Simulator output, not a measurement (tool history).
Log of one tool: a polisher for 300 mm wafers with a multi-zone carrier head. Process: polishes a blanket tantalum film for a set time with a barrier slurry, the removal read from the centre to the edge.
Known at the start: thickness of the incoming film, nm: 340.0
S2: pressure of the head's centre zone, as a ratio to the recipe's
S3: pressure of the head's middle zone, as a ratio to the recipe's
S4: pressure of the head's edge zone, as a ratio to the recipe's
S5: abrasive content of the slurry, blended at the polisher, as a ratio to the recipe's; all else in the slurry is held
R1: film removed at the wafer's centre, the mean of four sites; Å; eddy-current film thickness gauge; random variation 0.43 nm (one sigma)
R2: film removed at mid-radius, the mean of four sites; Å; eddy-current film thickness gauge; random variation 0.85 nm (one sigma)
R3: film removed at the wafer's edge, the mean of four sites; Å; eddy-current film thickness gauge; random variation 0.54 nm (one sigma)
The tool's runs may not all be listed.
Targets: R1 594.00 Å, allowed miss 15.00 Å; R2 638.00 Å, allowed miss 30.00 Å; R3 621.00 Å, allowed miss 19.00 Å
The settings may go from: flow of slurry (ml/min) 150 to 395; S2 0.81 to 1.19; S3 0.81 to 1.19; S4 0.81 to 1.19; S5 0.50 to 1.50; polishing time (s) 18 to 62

run 1 hour=0.0 | flow_of_slurry_(ml/min)=250 S2=1.00 S3=1.00 S4=1.00 S5=1.00 polishing_time_(s)=40 | R1=541.99 R2=535.14 R3=541.01
run 2 hour=1.2 | flow_of_slurry_(ml/min)=250 S2=1.00 S3=1.00 S4=1.00 S5=1.20 polishing_time_(s)=40 | R1=566.85 R2=560.37 R3=571.61
run 3 hour=8.9 | flow_of_slurry_(ml/min)=250 S2=1.00 S3=1.00 S4=1.00 S5=1.30 polishing_time_(s)=40 | R1=576.83 R2=576.22 R3=562.86
run 4 hour=9.8 | flow_of_slurry_(ml/min)=250 S2=1.00 S3=1.00 S4=1.06 S5=1.30 polishing_time_(s)=40 | R1=572.33 R2=561.42 R3=591.51
run 5 hour=12.3 | flow_of_slurry_(ml/min)=250 S2=1.00 S3=1.00 S4=1.01 S5=1.30 polishing_time_(s)=40 | R1=583.32 R2=562.67 R3=575.54
run 6 hour=14.8 | flow_of_slurry_(ml/min)=250 S2=0.93 S3=1.00 S4=1.01 S5=1.30 polishing_time_(s)=40 | R1=528.63 R2=552.15 R3=579.10
run 7 hour=19.6 | flow_of_slurry_(ml/min)=270 S2=0.94 S3=1.03 S4=1.03 S5=1.35 polishing_time_(s)=40 | R1=548.85 R2=596.33 R3=584.67
run 8 hour=26.7 | flow_of_slurry_(ml/min)=285 S2=0.95 S3=1.03 S4=1.05 S5=1.35 polishing_time_(s)=40 | R1=555.86 R2=596.78 R3=601.81
run 9 hour=33.4 | flow_of_slurry_(ml/min)=300 S2=0.96 S3=1.04 S4=1.05 S5=1.35 polishing_time_(s)=40 | R1=558.34 R2=586.39 R3=609.65
run 10 hour=38.6 | flow_of_slurry_(ml/min)=300 S2=0.97 S3=1.06 S4=1.05 S5=1.35 polishing_time_(s)=40 | R1=567.19 R2=603.47 R3=604.73
run 11 hour=41.6 | flow_of_slurry_(ml/min)=305 S2=0.98 S3=1.07 S4=1.05 S5=1.35 polishing_time_(s)=40 | R1=573.47 R2=600.27 R3=595.74

5 next moves are on the table. One of them brings every result within its allowed miss. Which?
run A hour=44.6 | flow_of_slurry_(ml/min)=280 S2=0.94 S3=0.98 S4=1.19 S5=1.50 polishing_time_(s)=39 | R1=? R2=? R3=?
run B hour=44.6 | flow_of_slurry_(ml/min)=355 S2=0.96 S3=1.07 S4=1.04 S5=1.25 polishing_time_(s)=42 | R1=? R2=? R3=?
run C hour=44.6 | flow_of_slurry_(ml/min)=260 S2=1.04 S3=1.04 S4=1.04 S5=1.25 polishing_time_(s)=40 | R1=? R2=? R3=?
run D hour=44.6 | flow_of_slurry_(ml/min)=305 S2=0.91 S3=1.13 S4=1.06 S5=1.40 polishing_time_(s)=40 | R1=? R2=? R3=?
run E hour=44.6 | flow_of_slurry_(ml/min)=295 S2=0.90 S3=1.09 S4=1.07 S5=1.30 polishing_time_(s)=42 | R1=? R2=? R3=?

move=A R1=550.38 R2=574.88 R3=634.38
move=B R1=597.63 R2=656.60 R3=624.06
move=C R1=597.36 R2=592.59 R3=581.46
move=D R1=544.43 R2=662.23 R3=607.59
move=E R1=554.67 R2=661.91 R3=630.07
A: further off than the last run
B: meets every target
C: brings the result that was furthest off to its target, and leaves another outside
D: further off than the last run
E: further off than the last run
Answer: B

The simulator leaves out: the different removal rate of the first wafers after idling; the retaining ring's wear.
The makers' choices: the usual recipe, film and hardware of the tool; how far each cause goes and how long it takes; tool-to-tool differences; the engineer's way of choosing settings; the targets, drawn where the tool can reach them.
